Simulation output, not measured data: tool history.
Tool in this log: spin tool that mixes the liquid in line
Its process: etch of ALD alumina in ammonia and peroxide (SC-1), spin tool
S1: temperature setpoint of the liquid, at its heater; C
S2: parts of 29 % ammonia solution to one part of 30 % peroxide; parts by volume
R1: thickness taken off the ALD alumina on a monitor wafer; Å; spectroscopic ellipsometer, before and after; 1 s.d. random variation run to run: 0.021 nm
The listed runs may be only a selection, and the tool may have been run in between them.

run 1 hour=0 | S1=59 S2=0.7 time_under_the_liquid_(s)=75 | R1=72.575
run 2 hour=8.2 | S1=59 S2=0.55 time_under_the_liquid_(s)=75 | R1=71.575
run 3 hour=9.2 | S1=63.5 S2=0.55 time_under_the_liquid_(s)=75 | R1=89.347
run 4 hour=16.5 | S1=68.5 S2=0.55 time_under_the_liquid_(s)=75 | R1=114
run 5 hour=17.6 | S1=70 S2=0.55 time_under_the_liquid_(s)=75 | R1=122.75
run 6 hour=18.4 | S1=67 S2=0.55 time_under_the_liquid_(s)=75 | R1=106.65
run 7 hour=19 | S1=67 S2=0.55 time_under_the_liquid_(s)=75 | R1=106.9
run 8 hour=27.2 | S1=64.5 S2=0.55 time_under_the_liquid_(s)=75 | R1=94.692
run 9 hour=31.9 | S1=62 S2=0.55 time_under_the_liquid_(s)=75 | R1=83.277
run 10 hour=38.5 | S1=54 S2=0.55 time_under_the_liquid_(s)=75 | R1=54.529
run 11 hour=46.3 | S1=53.5 S2=0.55 time_under_the_liquid_(s)=75 | R1=53.294

What will run 12 give?
run 12 hour=53.8 | S1=49.5 S2=0.55 time_under_the_liquid_(s)=75 | R1=?

Run 12 gave R1 42.479 Å.
